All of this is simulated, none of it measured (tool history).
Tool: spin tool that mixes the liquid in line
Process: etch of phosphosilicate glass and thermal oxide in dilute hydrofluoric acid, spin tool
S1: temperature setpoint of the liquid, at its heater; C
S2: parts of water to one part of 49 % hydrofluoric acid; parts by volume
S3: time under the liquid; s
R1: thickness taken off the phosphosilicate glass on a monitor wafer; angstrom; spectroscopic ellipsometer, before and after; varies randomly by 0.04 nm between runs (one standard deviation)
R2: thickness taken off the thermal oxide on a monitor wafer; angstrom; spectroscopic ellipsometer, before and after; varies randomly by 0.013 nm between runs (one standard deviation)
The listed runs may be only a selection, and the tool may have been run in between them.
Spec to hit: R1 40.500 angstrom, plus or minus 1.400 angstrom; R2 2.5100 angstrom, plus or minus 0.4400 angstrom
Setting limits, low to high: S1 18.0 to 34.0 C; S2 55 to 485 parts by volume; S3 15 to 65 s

Run 1, hour 0.0: S1 26.0 C, S2 270 parts by volume, S3 35 s. Result: R1 89.237 angstrom, R2 5.4743 angstrom.
Run 2, hour 7.0: S1 24.5 C, S2 295 parts by volume, S3 35 s. Result: R1 75.290 angstrom, R2 4.5638 angstrom.
Run 3, hour 7.6: S1 24.5 C, S2 295 parts by volume, S3 50 s. Result: R1 108.000 angstrom, R2 6.6725 angstrom.
Run 4, hour 13.5: S1 24.5 C, S2 295 parts by volume, S3 40 s. Result: R1 87.356 angstrom, R2 5.2714 angstrom.
Run 5, hour 19.7: S1 23.5 C, S2 325 parts by volume, S3 40 s. Result: R1 72.862 angstrom, R2 4.7297 angstrom.
Run 6, hour 22.4: S1 23.5 C, S2 350 parts by volume, S3 40 s. Result: R1 68.065 angstrom, R2 3.8632 angstrom.
Run 7, hour 24.3: S1 22.5 C, S2 365 parts by volume, S3 40 s. Result: R1 61.125 angstrom, R2 3.9622 angstrom.
Run 8, hour 27.7: S1 22.5 C, S2 385 parts by volume, S3 40 s. Result: R1 57.196 angstrom, R2 3.6306 angstrom.
Run 9, hour 36.5: S1 22.0 C, S2 400 parts by volume, S3 40 s. Result: R1 53.233 angstrom, R2 3.1455 angstrom.
Run 10, hour 38.0: S1 21.0 C, S2 410 parts by volume, S3 40 s. Result: R1 49.533 angstrom, R2 3.0194 angstrom.
Run 11, hour 41.0: S1 20.5 C, S2 415 parts by volume, S3 40 s. Result: R1 48.744 angstrom, R2 3.1473 angstrom.

5 next moves are on the table. One of them brings every result within its allowed miss. Which?
Run A, hour 44.0: S1 20.5 C, S2 440 parts by volume, S3 40 s. Result: R1 ?, R2 ?.
Run B, hour 44.0: S1 23.5 C, S2 325 parts by volume, S3 35 s. Result: R1 ?, R2 ?.
Run C, hour 44.0: S1 18.0 C, S2 420 parts by volume, S3 40 s. Result: R1 ?, R2 ?.
Run D, hour 44.0: S1 20.5 C, S2 425 parts by volume, S3 35 s. Result: R1 ?, R2 ?.
Run E, hour 44.0: S1 23.0 C, S2 480 parts by volume, S3 40 s. Result: R1 ?, R2 ?.

move      R1      R2
   A  44.440  2.6653
   B  64.472  3.8667
   C  43.390  2.6023
   D  40.753  2.4441
   E  42.801  2.5669
A: closer than the last run, but not yet in spec
B: the biggest miss grows against the last run
C: closer than the last run, but not yet in spec
D: in spec on every target
E: closer than the last run, but not yet in spec
D is the move that brings every result within its allowed miss.
